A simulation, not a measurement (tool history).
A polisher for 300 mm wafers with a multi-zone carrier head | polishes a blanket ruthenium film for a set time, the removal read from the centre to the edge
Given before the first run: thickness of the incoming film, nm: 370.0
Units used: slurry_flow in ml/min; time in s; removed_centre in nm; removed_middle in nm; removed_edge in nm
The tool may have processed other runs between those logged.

run	hour	slurry_flow	centre_zone	middle_zone	edge_zone	time	removed_centre	removed_middle	removed_edge
1	0.0	140	1.00	1.00	1.00	60	86.388	88.080	87.615
2	8.3	160	1.00	1.00	1.00	60	87.105	91.070	89.346
3	13.8	180	1.00	1.00	1.00	60	91.660	91.853	91.066
4	18.7	200	1.00	1.00	1.00	60	92.363	93.246	92.640
5	24.3	200	1.06	1.00	1.00	60	98.349	92.521	91.926
6	29.0	200	1.06	1.00	1.08	60	98.026	95.125	94.415
7	34.2	200	1.05	0.97	1.09	63	100.260	97.993	100.900
8	40.8	200	1.05	0.95	1.10	65	103.890	97.362	105.930

Expected results for the next run?
9	42.9	200	1.05	0.94	1.11	67	?	?	?

{"run 9": {"removed_centre": 108.22, "removed_middle": 101.32, "removed_edge": 107.31}}
